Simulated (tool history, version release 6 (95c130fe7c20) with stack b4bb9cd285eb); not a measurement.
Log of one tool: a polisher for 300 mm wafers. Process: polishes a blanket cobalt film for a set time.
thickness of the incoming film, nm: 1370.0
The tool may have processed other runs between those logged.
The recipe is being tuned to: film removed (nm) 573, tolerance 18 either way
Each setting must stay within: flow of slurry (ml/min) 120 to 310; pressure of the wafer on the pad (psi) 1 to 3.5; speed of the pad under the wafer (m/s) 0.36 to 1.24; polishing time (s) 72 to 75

run,hour,flow of slurry (ml/min),pressure of the wafer on the pad (psi),speed of the pad under the wafer (m/s),polishing time (s),film removed (nm)
1,0,200,2.2,0.8,72,380.51
2,4.8,200,1.9,0.8,72,337.47
3,9.6,200,1.9,0.8,72,332.27
4,18,205,2.2,0.8,72,380.39
5,22.8,205,2.5,0.8,72,416.5
6,28.6,205,2.5,0.8,72,423.13
7,30.7,205,2.7,0.8,72,447.29
8,37.4,210,2.9,0.8,72,471.98
9,41.6,210,3.1,0.8,72,494.74
10,44.7,210,3.2,0.8,72,508.01
11,49.9,210,3.3,0.8,72,519.83
12,58.5,215,3.4,0.8,72,543.52

Pick the move, out of 4, that brings all results within their allowed miss; only one does.
A,67.1,205,3.1,1.12,72,?
B,67.1,235,3.3,0.96,74,?
C,67.1,225,3.1,0.94,73,?
D,67.1,210,3.5,0.86,75,?

move,film removed (nm)
A,637.37
B,625.63
C,574.2
D,606.69
A: the result that was furthest off in the last run now lies on the other side of its target
B: the result that was furthest off in the last run now lies on the other side of its target
C: every result within its allowed miss
D: the result that was furthest off in the last run now lies on the other side of its target
The move that meets every target is C.
